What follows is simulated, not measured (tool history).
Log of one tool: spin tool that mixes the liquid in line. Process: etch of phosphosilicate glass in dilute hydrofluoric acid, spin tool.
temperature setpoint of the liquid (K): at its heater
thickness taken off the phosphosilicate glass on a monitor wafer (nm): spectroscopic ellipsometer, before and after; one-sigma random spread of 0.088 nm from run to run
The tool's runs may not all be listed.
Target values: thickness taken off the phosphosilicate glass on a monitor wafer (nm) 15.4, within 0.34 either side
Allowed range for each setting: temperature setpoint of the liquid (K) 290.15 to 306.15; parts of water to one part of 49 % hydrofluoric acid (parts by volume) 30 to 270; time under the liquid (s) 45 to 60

run  hour  temperature setpoint of the liquid (K)  parts of water to one part of 49 % hydrofluoric acid (parts by volume)  time under the liquid (s)  thickness taken off the phosphosilicate glass on a monitor wafer (nm)
  1     0                                  298.15                                                                     150                         60                                                                 24.693
  2   7.3                                  295.15                                                                     150                         60                                                                 21.882
  3   9.5                                  294.15                                                                     155                         60                                                                 20.582
  4  18.3                                  293.15                                                                     160                         60                                                                 18.904
  5  24.8                                  292.65                                                                     165                         60                                                                 18.017
  6  32.8                                  292.65                                                                     120                         60                                                                 25.558
  7  38.4                                  292.15                                                                     130                         60                                                                 22.993
  8  42.5                                  291.65                                                                     140                         60                                                                 20.779

Consider the 4 candidate settings below. Which is the only one whose results all fall within their allowed miss of target?
  A  46.6                                  294.15                                                                     145                         45                                                                      ?
  B  46.6                                  290.15                                                                     130                         45                                                                      ?
  C  46.6                                  292.15                                                                     185                         60                                                                      ?
  D  46.6                                  291.65                                                                     105                         60                                                                      ?

move  thickness taken off the phosphosilicate glass on a monitor wafer (nm)
   A                                                                 16.521
   B                                                                 15.916
   C                                                                 15.316
   D                                                                 28.692
A: gains on the last run, yet a result remains outside its allowed miss
B: gains on the last run, yet a result remains outside its allowed miss
C: in spec on every target
D: its largest miss is bigger than the last run's
The right move is C.
